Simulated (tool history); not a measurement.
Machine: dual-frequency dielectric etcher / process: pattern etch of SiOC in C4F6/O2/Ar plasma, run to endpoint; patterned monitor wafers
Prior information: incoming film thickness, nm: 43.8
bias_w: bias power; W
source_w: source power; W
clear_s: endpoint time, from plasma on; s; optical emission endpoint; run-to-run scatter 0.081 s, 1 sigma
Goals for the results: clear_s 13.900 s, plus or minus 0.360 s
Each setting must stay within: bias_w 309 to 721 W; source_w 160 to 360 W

run,day,bias_w,source_w,clear_s
1,0.000,515,260,16.726
2,0.283,568,270,15.513
3,0.562,597,270,15.078
4,0.717,619,270,14.723
5,0.921,532,270,15.979
6,1.067,532,230,17.015
7,1.175,584,240,15.812
8,1.404,618,240,15.333
# day 1.712: wet clean of the chamber
9,1.712,644,240,14.352
10,1.825,651,240,14.490
11,2.100,661,240,14.359
12,2.308,661,240,14.399

Consider the 4 candidate settings below. Which is the only one whose results all fall within their allowed miss of target?
A,2.517,684,290,?
B,2.517,649,240,?
C,2.517,672,250,?
D,2.517,695,280,?

move,clear_s
A,13.195
B,14.518
C,14.056
D,13.262
A: takes the biggest miss from the last run beyond its target
B: the biggest miss grows against the last run
C: all results land within tolerance of their targets
D: takes the biggest miss from the last run beyond its target
Go with C: it meets all targets.
